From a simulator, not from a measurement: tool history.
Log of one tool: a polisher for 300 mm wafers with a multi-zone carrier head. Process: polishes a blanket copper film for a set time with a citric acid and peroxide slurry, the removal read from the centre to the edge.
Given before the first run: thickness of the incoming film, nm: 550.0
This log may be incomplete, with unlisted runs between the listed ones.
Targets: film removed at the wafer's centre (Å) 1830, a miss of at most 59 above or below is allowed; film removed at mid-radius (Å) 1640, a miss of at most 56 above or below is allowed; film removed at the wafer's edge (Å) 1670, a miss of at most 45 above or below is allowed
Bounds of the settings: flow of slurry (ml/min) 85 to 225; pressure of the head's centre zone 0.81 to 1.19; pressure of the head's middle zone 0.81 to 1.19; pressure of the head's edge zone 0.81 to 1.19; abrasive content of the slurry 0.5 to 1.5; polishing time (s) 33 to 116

| run | hour | flow of slurry (ml/min) | pressure of the head's centre zone | pressure of the head's middle zone | pressure of the head's edge zone | abrasive content of the slurry | polishing time (s) | film removed at the wafer's centre (Å) | film removed at mid-radius (Å) | film removed at the wafer's edge (Å) |
|---|---|---|---|---|---|---|---|---|---|---|
| 1 | 0 | 145 | 1 | 1 | 1 | 1 | 74 | 1377.3 | 1243.5 | 1248.5 |
| 2 | 1 | 145 | 1 | 1 | 1.06 | 1 | 74 | 1366.5 | 1246.5 | 1257.6 |
| 3 | 10 | 145 | 1.06 | 1 | 1.06 | 1 | 74 | 1431.6 | 1233.9 | 1291.5 |
| 4 | 18.5 | 155 | 1.07 | 1.02 | 1.09 | 1.15 | 76 | 1572.9 | 1353.9 | 1370 |
| 5 | 24.6 | 155 | 1.07 | 1.02 | 1.05 | 1.15 | 76 | 1575.2 | 1325.7 | 1379.5 |
| 6 | 30.7 | 155 | 1.05 | 1.02 | 1.08 | 1.25 | 79 | 1659.4 | 1440.8 | 1480.7 |
|  | 37.2 | centre zone pressure recalibrated |
| 7 | 37.2 | 195 | 1.04 | 1.04 | 1.18 | 1.35 | 80 | 1568.3 | 1534.1 | 1632.5 |
| 8 | 41.2 | 200 | 1.07 | 1.05 | 1.17 | 1.35 | 80 | 1617.2 | 1587.1 | 1617.6 |
| 9 | 46.3 | 220 | 1.17 | 1.01 | 1.19 | 1.4 | 80 | 1810.1 | 1561.6 | 1690.9 |

5 candidate next runs follow, results not yet known. Just one meets every target within its allowed miss. Identify it.
| A | 51.4 | 180 | 1.16 | 0.87 | 1.19 | 1.3 | 85 | ? | ? | ? |
| B | 51.4 | 175 | 1.18 | 1.07 | 1.17 | 1.3 | 85 | ? | ? | ? |
| C | 51.4 | 225 | 1.13 | 0.98 | 1.19 | 1.4 | 80 | ? | ? | ? |
| D | 51.4 | 190 | 1.15 | 0.89 | 1.19 | 1.45 | 81 | ? | ? | ? |
| E | 51.4 | 220 | 1.14 | 0.85 | 1.19 | 1.4 | 83 | ? | ? | ? |

| move | film removed at the wafer's centre (Å) | film removed at mid-radius (Å) | film removed at the wafer's edge (Å) |
|---|---|---|---|
| A | 1836.4 | 1415 | 1719.5 |
| B | 1861.6 | 1675.7 | 1694.2 |
| C | 1776.7 | 1545.6 | 1684.3 |
| D | 1798 | 1422.5 | 1692.2 |
| E | 1852 | 1420.4 | 1746.7 |
A: lands further from the targets than the last run did
B: in spec on every target
C: lands further from the targets than the last run did
D: lands further from the targets than the last run did
E: lands further from the targets than the last run did
So the answer is move B, the one that meets all the targets.

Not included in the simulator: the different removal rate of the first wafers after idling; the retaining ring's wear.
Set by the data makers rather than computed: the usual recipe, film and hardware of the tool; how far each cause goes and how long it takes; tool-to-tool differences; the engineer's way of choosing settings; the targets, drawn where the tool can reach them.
